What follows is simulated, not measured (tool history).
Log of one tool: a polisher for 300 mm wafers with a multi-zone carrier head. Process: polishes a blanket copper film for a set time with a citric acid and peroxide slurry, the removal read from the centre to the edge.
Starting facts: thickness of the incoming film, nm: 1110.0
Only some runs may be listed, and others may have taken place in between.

run  hour  flow of slurry (ml/min)  pressure of the head's centre zone  pressure of the head's middle zone  pressure of the head's edge zone  abrasive content of the slurry  polishing time (s)  film removed at the wafer's centre (Å)  film removed at mid-radius (Å)  film removed at the wafer's edge (Å)
  1   0.0                      205                                1.00                                1.00                              1.00                            1.00                  47                                 1325.70                         1288.10                                1342.3
  2   6.1                      200                                0.99                                0.97                              0.99                            0.90                  45                                 1217.40                         1201.70                                1260.1
  3  11.8                      195                                1.00                                0.94                              1.00                            0.85                  42                                 1129.50                         1036.80                                1160.7
  4  19.9                      190                                0.99                                0.92                              0.99                            0.80                  41                                 1064.20                          995.43                                1103.5
  5  23.2                      190                                0.99                                0.92                              0.99                            0.80                  45                                 1163.70                         1112.10                                1205.0
  6  30.7                      190                                0.99                                0.92                              1.03                            0.80                  45                                 1165.00                         1119.90                                1248.3
  7  32.7                      185                                0.99                                0.90                              1.02                            0.75                  43                                 1090.00                         1011.90                                1148.4
  8  38.0                      180                                0.99                                0.88                              1.02                            0.70                  42                                 1046.60                          934.84                                1094.1
  9  41.4                      175                                0.98                                0.87                              1.01                            0.65                  42                                 1000.60                          909.77                                1059.9
 10  50.2                      170                                0.97                                0.86                              1.00                            0.65                  42                                  988.82                          898.71                                1048.6
 11  51.1                      165                                0.96                                0.85                              0.99                            0.65                  42                                  991.74                          891.11                                1033.5

Run 12 has not been measured yet. What should we expect?
     55.4  -- slurry nozzle cleaned
 12  55.4                      160                                0.95                                0.84                              0.99                            0.65                  42                                       ?                               ?                                     ?

film removed at the wafer's centre (Å): 1057.90
film removed at mid-radius (Å): 936.26
film removed at the wafer's edge (Å): 1094.6
